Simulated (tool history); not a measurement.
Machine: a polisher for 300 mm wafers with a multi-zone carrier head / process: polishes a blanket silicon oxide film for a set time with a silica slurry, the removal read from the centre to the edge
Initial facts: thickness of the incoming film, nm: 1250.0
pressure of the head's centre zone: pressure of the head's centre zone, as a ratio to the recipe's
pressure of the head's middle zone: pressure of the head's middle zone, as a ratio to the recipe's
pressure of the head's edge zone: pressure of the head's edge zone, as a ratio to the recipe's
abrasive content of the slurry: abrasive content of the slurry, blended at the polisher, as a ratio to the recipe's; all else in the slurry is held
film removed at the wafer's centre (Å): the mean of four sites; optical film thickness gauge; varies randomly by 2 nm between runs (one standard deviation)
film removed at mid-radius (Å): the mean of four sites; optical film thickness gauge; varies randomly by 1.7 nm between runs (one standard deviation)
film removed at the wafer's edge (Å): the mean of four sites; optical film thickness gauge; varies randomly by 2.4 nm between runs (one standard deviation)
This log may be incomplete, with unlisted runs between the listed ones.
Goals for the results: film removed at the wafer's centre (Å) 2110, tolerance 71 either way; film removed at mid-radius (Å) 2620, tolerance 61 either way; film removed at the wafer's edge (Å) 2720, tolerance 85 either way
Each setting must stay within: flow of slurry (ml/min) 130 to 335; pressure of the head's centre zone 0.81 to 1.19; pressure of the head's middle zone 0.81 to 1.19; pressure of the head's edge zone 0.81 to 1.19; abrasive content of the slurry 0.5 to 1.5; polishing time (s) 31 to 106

| run | hour | flow of slurry (ml/min) | pressure of the head's centre zone | pressure of the head's middle zone | pressure of the head's edge zone | abrasive content of the slurry | polishing time (s) | film removed at the wafer's centre (Å) | film removed at mid-radius (Å) | film removed at the wafer's edge (Å) |
|---|---|---|---|---|---|---|---|---|---|---|
| 1 | 0 | 215 | 1 | 1 | 1 | 1 | 68 | 1838.5 | 1856.1 | 1859.7 |
| 2 | 7.7 | 215 | 1 | 1.08 | 1 | 1 | 68 | 1850.4 | 1962.9 | 1854.6 |
| 3 | 8.7 | 215 | 1 | 1 | 1 | 1 | 68 | 1804.9 | 1874.5 | 1845.3 |
| 4 | 12.3 | 215 | 1 | 0.94 | 1 | 1 | 68 | 1834.1 | 1752.9 | 1882.6 |
| 5 | 14.1 | 220 | 0.97 | 0.96 | 1.04 | 1.1 | 69 | 1906.2 | 1903.4 | 2007.7 |
| 6 | 17.8 | 220 | 0.97 | 0.96 | 1.04 | 1.3 | 69 | 2091.5 | 2090.6 | 2227.1 |
| 7 | 23.4 | 225 | 0.93 | 0.98 | 1.07 | 1.35 | 70 | 2064.2 | 2237 | 2322.4 |
| 8 | 29.6 | 230 | 0.91 | 0.98 | 1.1 | 1.4 | 71 | 2102.9 | 2292.9 | 2445.1 |
| 9 | 33.7 | 240 | 0.89 | 1 | 1.12 | 1.4 | 71 | 2101.8 | 2359.6 | 2450.6 |
| 10 | 42.3 | 240 | 0.87 | 1 | 1.13 | 1.4 | 72 | 2056 | 2372.9 | 2521.9 |
| 11 | 43.4 | 250 | 0.86 | 1.01 | 1.14 | 1.4 | 72 | 2044.8 | 2428.8 | 2522.5 |
| 12 | 50.4 | 255 | 0.85 | 1.01 | 1.15 | 1.4 | 72 | 2009.4 | 2426.1 | 2542.5 |
| 13 | 56.9 | 255 | 0.85 | 1.01 | 1.15 | 1.4 | 72 | 2015.8 | 2409.2 | 2532.8 |
| 14 | 58.1 | 255 | 0.85 | 1.02 | 1.16 | 1.4 | 72 | 2000.7 | 2439.6 | 2544.2 |
| 15 | 64.8 | 260 | 0.85 | 1.02 | 1.17 | 1.4 | 72 | 2035.8 | 2451.8 | 2607.3 |
| 16 | 71.9 | 270 | 0.85 | 1.03 | 1.17 | 1.4 | 72 | 2057.1 | 2523.2 | 2544.9 |
| 17 | 78.9 | 265 | 0.85 | 1.03 | 1.17 | 1.4 | 72 | 2047.3 | 2485.4 | 2587.8 |
| 18 | 87.6 | 270 | 0.85 | 1.03 | 1.17 | 1.4 | 72 | 2012 | 2497.1 | 2529.2 |
| 19 | 95.3 | 265 | 0.85 | 1.03 | 1.17 | 1.4 | 72 | 2005 | 2474.4 | 2568.9 |
| 20 | 101.1 | 270 | 0.85 | 1.03 | 1.18 | 1.45 | 72 | 2064.9 | 2521 | 2595.5 |

Exactly one of the 5 candidate moves below puts every result within its allowed miss. Which one?
| A | 106.9 | 250 | 0.81 | 0.99 | 1.1 | 1.4 | 79 | ? | ? | ? |
| B | 106.9 | 270 | 0.87 | 0.97 | 1.08 | 1.5 | 72 | ? | ? | ? |
| C | 106.9 | 320 | 0.85 | 1.14 | 1.09 | 1.5 | 67 | ? | ? | ? |
| D | 106.9 | 225 | 0.84 | 0.96 | 1.19 | 1.45 | 76 | ? | ? | ? |
| E | 106.9 | 245 | 0.86 | 1.01 | 1.19 | 1.45 | 73 | ? | ? | ? |

| move | film removed at the wafer's centre (Å) | film removed at mid-radius (Å) | film removed at the wafer's edge (Å) |
|---|---|---|---|
| A | 2109.4 | 2626 | 2733.1 |
| B | 2146 | 2441.1 | 2562.9 |
| C | 1985.8 | 2645.9 | 2415.5 |
| D | 2112 | 2472.7 | 2735 |
| E | 2098.5 | 2500.4 | 2642.5 |
A: all results in spec
B: further off than the last run
C: the worst result of the last run now meets its target, but another is out of spec
D: further off than the last run
E: further off than the last run
Correct choice: A, which meets every target
